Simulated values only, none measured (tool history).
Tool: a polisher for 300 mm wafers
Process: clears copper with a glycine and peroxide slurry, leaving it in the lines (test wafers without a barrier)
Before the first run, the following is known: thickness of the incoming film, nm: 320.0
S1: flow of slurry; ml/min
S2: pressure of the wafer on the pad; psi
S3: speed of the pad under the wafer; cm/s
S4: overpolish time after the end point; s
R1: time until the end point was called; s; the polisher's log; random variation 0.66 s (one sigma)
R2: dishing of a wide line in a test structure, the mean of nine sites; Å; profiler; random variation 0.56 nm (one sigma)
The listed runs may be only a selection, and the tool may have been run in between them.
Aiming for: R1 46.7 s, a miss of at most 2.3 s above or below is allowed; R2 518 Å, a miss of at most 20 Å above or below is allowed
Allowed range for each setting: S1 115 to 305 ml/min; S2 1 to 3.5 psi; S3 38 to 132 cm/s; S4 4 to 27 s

| run | hour | S1 | S2 | S3 | S4 | R1 | R2 |
|---|---|---|---|---|---|---|---|
| 1 | 0 | 195 | 2.2 | 84 | 14 | 69.7 | 384.35 |
| 2 | 5.4 | 195 | 2.4 | 84 | 14 | 67.004 | 404.44 |
| 3 | 13.6 | 175 | 2.4 | 84 | 14 | 66.36 | 399.52 |
| 4 | 21.9 | 175 | 2.4 | 72 | 14 | 72.644 | 373.25 |
| 5 | 28 | 175 | 2.4 | 62 | 14 | 79.603 | 354.98 |
| 6 | 29.5 | 175 | 2.6 | 66 | 14 | 71.624 | 376.9 |
| 7 | 37.9 | 175 | 2.8 | 70 | 14 | 66.565 | 403.89 |
| 8 | 44.3 | 175 | 2.9 | 74 | 14 | 62.911 | 421.52 |
| 9 | 50.6 | 175 | 3 | 78 | 14 | 59.002 | 444.03 |
| 10 | 51.5 | 175 | 3.1 | 80 | 14 | 56.594 | 447.01 |
| 11 | 52.2 | 175 | 3.2 | 82 | 14 | 53.632 | 461.67 |
|  | 57.6 | worn pad replaced by a new one |
| 12 | 57.6 | 175 | 3.3 | 84 | 14 | 48.108 | 480.21 |

Exactly one of the 5 candidate moves below puts every result within its allowed miss. Which one?
| A | 63 | 140 | 3.5 | 98 | 12 | ? | ? |
| B | 63 | 160 | 3.5 | 98 | 12 | ? | ? |
| C | 63 | 140 | 3 | 110 | 15 | ? | ? |
| D | 63 | 190 | 3.5 | 92 | 14 | ? | ? |
| E | 63 | 180 | 3.2 | 82 | 17 | ? | ? |

| move | R1 | R2 |
|---|---|---|
| A | 43.309 | 473.93 |
| B | 42.15 | 482.38 |
| C | 45.779 | 524.61 |
| D | 42.603 | 529.07 |
| E | 49.632 | 545.91 |
A: moves away from the targets compared with the last run
B: no nearer and no further than the last run
C: every result lands within tolerance
D: the worst result of the last run now meets its target, but another is out of spec
E: carries the result that was furthest off beyond its target, to the other side
The move that meets every target is C.
